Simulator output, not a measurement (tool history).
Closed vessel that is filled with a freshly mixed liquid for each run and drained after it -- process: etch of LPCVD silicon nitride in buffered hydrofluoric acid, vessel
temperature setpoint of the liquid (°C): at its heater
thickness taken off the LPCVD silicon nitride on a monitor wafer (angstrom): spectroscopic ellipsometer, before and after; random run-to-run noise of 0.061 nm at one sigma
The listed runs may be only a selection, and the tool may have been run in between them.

run	hour	temperature setpoint of the liquid (°C)	parts of 40 % ammonium fluoride to one part of 49 % hydrofluoric acid (parts by volume)	time in the liquid (s)	thickness taken off the LPCVD silicon nitride on a monitor wafer (angstrom)
1	0.0	23.0	12	1015	107.180
2	1.8	22.0	12	1015	100.220
3	9.3	21.0	12	1015	96.175
4	11.0	20.0	12	1015	90.474
5	17.1	21.5	12	1015	99.651
6	24.9	20.5	12	1015	93.242
7	30.0	20.0	12	1015	88.920

Estimate the outcome of run 8 from the log above:
8	36.5	19.5	12	1015	?

thickness taken off the LPCVD silicon nitride on a monitor wafer (angstrom): 87.187

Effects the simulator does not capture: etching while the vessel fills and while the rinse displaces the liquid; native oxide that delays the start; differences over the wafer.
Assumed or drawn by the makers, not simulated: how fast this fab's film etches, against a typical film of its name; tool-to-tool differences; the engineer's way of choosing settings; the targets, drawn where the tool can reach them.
